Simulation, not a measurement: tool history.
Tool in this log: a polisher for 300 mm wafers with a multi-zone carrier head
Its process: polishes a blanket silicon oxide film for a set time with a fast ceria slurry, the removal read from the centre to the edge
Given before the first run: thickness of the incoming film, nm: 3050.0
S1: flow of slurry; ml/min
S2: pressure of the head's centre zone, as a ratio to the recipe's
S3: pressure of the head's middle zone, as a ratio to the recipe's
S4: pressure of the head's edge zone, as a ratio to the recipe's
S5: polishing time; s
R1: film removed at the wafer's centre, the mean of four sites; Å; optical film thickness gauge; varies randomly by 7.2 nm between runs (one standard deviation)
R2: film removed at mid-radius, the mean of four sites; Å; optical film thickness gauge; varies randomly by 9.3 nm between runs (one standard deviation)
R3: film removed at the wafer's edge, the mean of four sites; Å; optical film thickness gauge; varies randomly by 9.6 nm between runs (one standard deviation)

run	hour	S1	S2	S3	S4	S5	R1	R2	R3
1	0	170	1	1	1	40	8660.7	9076.2	9194.2
2	4.9	170	1	1	1	33	7281.2	7441.9	7667.6
3	13.2	170	1	0.91	1	33	7307	6799.9	7713
4	21.9	185	0.97	0.95	1.03	33	7241.8	7155	7826.8
5	25.3	150	0.97	0.95	1.03	33	6692.1	6816.4	7564
6	28.7	150	1.03	0.95	1.03	33	7169.1	6904.9	7505.4
7	31.2	160	0.99	0.98	1.05	34	7227.2	7534.1	7760.8

Run 8 is up next; what results do you expect?
8	38.3	165	0.95	0.99	1.05	35	?	?	?

R1: 7243.3 Å
R2: 7621.5 Å
R3: 8030.8 Å
